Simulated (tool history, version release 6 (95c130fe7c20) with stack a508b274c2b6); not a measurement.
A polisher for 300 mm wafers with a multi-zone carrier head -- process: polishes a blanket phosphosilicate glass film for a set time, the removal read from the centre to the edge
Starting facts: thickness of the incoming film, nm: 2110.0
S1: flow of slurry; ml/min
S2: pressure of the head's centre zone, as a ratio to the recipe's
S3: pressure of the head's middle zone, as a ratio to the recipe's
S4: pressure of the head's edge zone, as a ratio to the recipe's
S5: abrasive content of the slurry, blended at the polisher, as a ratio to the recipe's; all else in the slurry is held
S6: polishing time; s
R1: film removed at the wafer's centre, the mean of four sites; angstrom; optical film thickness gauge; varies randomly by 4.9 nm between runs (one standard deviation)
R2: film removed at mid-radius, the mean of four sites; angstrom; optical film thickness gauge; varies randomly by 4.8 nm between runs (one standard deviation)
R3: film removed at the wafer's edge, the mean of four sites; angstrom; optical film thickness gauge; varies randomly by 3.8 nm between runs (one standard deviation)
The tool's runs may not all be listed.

Run 1, hour 0.0: S1 235 ml/min, S2 1.00, S3 1.00, S4 1.00, S5 1.00, S6 53 s. Result: R1 8347.0 angstrom, R2 8120.4 angstrom, R3 8123.9 angstrom.
Run 2, hour 7.4: S1 235 ml/min, S2 1.00, S3 1.00, S4 1.00, S5 0.80, S6 53 s. Result: R1 7483.2 angstrom, R2 7658.6 angstrom, R3 7559.1 angstrom.
Run 3, hour 15.2: S1 235 ml/min, S2 1.00, S3 1.00, S4 1.08, S5 0.80, S6 53 s. Result: R1 7537.3 angstrom, R2 7452.2 angstrom, R3 7654.5 angstrom.
Run 4, hour 23.5: S1 290 ml/min, S2 1.00, S3 1.00, S4 1.08, S5 0.80, S6 53 s. Result: R1 7742.2 angstrom, R2 7697.0 angstrom, R3 7867.1 angstrom.
Run 5, hour 30.8: S1 280 ml/min, S2 1.02, S3 0.97, S4 1.05, S5 0.75, S6 50 s. Result: R1 7021.5 angstrom, R2 6697.5 angstrom, R3 7043.7 angstrom.
Run 6, hour 33.5: S1 280 ml/min, S2 1.02, S3 0.97, S4 1.00, S5 0.75, S6 50 s. Result: R1 7047.6 angstrom, R2 6819.0 angstrom, R3 6987.9 angstrom.

Predict the results of run 7:
Run 7, hour 40.2: S1 275 ml/min, S2 1.04, S3 0.95, S4 0.97, S5 0.70, S6 49 s. Result: R1 ?, R2 ?, R3 ?.

R1: 6879.0 angstrom
R2: 6334.9 angstrom
R3: 6507.4 angstrom
